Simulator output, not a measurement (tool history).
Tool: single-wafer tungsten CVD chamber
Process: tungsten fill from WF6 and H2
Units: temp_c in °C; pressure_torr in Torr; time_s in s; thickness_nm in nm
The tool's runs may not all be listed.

run    day  temp_c  pressure_torr  time_s  thickness_nm
  1      0     395           41.7    33.1        105.48
  2  0.358     399           41.9    33.1        115.14
  3  0.567     401             42    33.1        120.45
  4  0.808     401           47.1    33.1        124.66
  5  0.958     401           50.8    33.1        127.19
  6  1.162     402           50.9    33.1        130.22
  7  1.512     402           50.9    33.1        130.07

Run 8 comes next. What will it give?
  8  1.662     403             51    33.1             ?

Run 8 gave thickness_nm 132.6 nm.
